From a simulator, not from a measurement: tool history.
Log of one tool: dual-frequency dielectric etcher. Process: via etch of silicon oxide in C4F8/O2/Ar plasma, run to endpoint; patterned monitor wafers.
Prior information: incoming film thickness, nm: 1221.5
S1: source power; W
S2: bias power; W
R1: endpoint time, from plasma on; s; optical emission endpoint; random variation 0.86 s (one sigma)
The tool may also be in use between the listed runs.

run,hour,S1,S2,R1
1,0.0,1770,2807,232.19
2,4.9,1770,3300,218.78
3,12.0,1690,3196,225.93
4,20.4,1620,3111,232.77
5,26.9,1400,3111,246.96
6,35.6,1360,3060,250.49
7,43.6,1330,3010,253.97
8,45.9,1330,3010,253.70
9,49.4,1300,2964,257.85
10,53.6,1270,2930,262.07
11,57.5,1250,2907,263.30
12,63.6,1230,2881,266.78
13,65.8,1210,2864,268.29

Run 14 has not been measured yet. What should we expect?
14,72.5,1190,2847,?

R1: 273.10 s
